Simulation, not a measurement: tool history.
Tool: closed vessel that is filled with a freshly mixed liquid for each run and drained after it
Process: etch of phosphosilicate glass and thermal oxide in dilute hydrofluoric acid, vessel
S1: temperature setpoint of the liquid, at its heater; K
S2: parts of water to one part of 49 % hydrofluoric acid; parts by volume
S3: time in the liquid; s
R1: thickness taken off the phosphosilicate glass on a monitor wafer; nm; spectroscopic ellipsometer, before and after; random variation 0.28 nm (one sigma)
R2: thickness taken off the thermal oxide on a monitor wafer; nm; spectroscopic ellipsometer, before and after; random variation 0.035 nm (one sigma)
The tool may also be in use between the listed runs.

| run | day | S1 | S2 | S3 | R1 | R2 |
|---|---|---|---|---|---|---|
| 1 | 0.000 | 297.15 | 55 | 60 | 72.113 | 5.5954 |
| 2 | 0.333 | 297.15 | 55 | 45 | 53.888 | 4.1264 |
| 3 | 0.679 | 297.65 | 55 | 45 | 55.533 | 4.2130 |
| 4 | 1.046 | 297.65 | 55 | 35 | 42.946 | 3.2829 |
| 5 | 1.171 | 299.65 | 55 | 35 | 46.259 | 3.6519 |
| 6 | 1.246 | 299.65 | 55 | 30 | 39.957 | 3.0786 |
| 7 | 1.579 | 299.65 | 55 | 30 | 40.109 | 3.1098 |

Run 8 comes next. What will it give?
| 8 | 1.850 | 303.65 | 45 | 30 | ? | ? |

R1: 57.750 nm
R2: 4.5177 nm
